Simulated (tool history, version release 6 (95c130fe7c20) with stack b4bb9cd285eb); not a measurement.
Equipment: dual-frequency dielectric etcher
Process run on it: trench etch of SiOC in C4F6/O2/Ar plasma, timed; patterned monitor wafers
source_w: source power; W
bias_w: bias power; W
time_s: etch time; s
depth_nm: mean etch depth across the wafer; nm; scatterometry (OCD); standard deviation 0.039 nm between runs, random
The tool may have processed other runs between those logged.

| run | hour | source_w | bias_w | time_s | depth_nm |
|---|---|---|---|---|---|
| 1 | 0 | 470 | 172 | 7 | 16.632 |
| 2 | 0.5 | 510 | 172 | 7 | 17.409 |
| 3 | 1.4 | 510 | 152 | 7 | 16.908 |
| 4 | 4.4 | 510 | 152 | 7 | 16.877 |
| 5 | 6.7 | 430 | 152 | 7 | 15.25 |
| 6 | 10 | 410 | 151 | 7 | 14.809 |
| 7 | 10.8 | 400 | 150 | 7 | 14.488 |
| 8 | 12.1 | 390 | 150 | 7 | 14.34 |
| 9 | 16.1 | 380 | 150 | 7 | 14.136 |
| 10 | 20.6 | 380 | 150 | 7 | 13.999 |

Estimate the outcome of run 11 from the log above:
| 11 | 22.1 | 370 | 150 | 7 | ? |

depth_nm: 13.852 nm

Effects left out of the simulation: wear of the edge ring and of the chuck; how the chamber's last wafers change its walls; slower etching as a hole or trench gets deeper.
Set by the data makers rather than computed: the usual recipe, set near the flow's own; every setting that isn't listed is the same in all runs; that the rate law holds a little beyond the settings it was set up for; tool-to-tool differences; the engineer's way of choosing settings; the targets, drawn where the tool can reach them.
